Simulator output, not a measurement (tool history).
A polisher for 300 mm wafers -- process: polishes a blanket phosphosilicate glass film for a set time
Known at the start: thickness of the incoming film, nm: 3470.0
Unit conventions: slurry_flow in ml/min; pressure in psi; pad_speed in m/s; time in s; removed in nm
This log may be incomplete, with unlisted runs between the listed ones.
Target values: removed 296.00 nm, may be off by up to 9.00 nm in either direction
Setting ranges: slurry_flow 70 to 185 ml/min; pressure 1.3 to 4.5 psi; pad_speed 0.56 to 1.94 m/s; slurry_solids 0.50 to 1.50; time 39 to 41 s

run,hour,slurry_flow,pressure,pad_speed,slurry_solids,time,removed
1,0.0,120,2.9,1.24,1.00,39,415.06
2,2.0,120,2.9,1.48,1.00,39,476.36
3,5.7,115,2.6,1.48,1.00,39,431.23
4,13.4,110,2.3,1.48,1.00,39,377.23
5,19.4,105,2.2,1.48,1.00,39,367.43
6,27.5,105,2.1,1.48,1.00,39,350.19
7,32.8,100,2.0,1.48,1.00,39,335.82
8,37.9,95,1.9,1.48,1.00,39,312.50
9,46.5,90,1.9,1.48,1.00,39,315.28
10,55.3,85,1.9,1.48,1.00,39,309.62

Below are 4 possible settings for the next run. Only one of them brings all results inside the allowed miss of their targets. Which is it?
A,64.1,95,1.8,1.54,1.05,39,?
B,64.1,75,2.2,1.42,0.90,40,?
C,64.1,85,1.9,1.52,1.05,41,?
D,64.1,90,1.9,1.34,1.05,39,?

move,removed
A,316.69
B,311.18
C,337.89
D,297.39
A: lands further from the targets than the last run did
B: lands further from the targets than the last run did
C: lands further from the targets than the last run did
D: each result inside its tolerance
The move that meets every target is D.

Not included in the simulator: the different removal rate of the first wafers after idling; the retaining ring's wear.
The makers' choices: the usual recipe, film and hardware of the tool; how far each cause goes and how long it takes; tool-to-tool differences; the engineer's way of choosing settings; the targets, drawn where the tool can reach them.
